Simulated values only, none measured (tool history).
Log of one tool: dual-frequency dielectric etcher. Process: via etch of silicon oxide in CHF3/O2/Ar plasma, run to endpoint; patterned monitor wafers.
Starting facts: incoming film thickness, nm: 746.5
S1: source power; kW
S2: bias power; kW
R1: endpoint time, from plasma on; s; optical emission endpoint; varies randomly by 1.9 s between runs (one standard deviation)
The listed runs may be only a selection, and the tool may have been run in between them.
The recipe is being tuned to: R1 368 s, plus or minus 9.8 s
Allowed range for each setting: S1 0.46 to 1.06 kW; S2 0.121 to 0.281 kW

run  hour    S1     S2      R1
  1     0  0.76  0.201  322.62
  2   5.1  0.83  0.201  314.07
  3  10.6  0.83  0.179  320.56
  4  11.3  0.78  0.174  327.48
  5  17.9  0.88  0.174  316.69
  6  26.3  0.82  0.166  325.53
  7  34.6  0.77  0.159  333.26
  8  41.4  0.73  0.153  342.05
  9  48.1   0.7  0.149  347.66
 10  48.9   0.7  0.149  345.12
 11  56.6  0.67  0.145  351.77
 12  63.7  0.65  0.142  356.89

Below are 5 possible settings for the next run. Only one of them brings all results inside the allowed miss of their targets. Which is it?
  A  70.8  0.74  0.144   ?
  B  70.8  0.61  0.129   ?
  C  70.8   0.7  0.151   ?
  D  70.8  0.68  0.154   ?
  E  70.8  0.76  0.161   ?

move      R1
   A   343.2
   B  370.14
   C  346.92
   D  349.07
   E  334.77
A: its largest miss is bigger than the last run's
B: all results in spec
C: its largest miss is bigger than the last run's
D: its largest miss is bigger than the last run's
E: its largest miss is bigger than the last run's
Answer: B
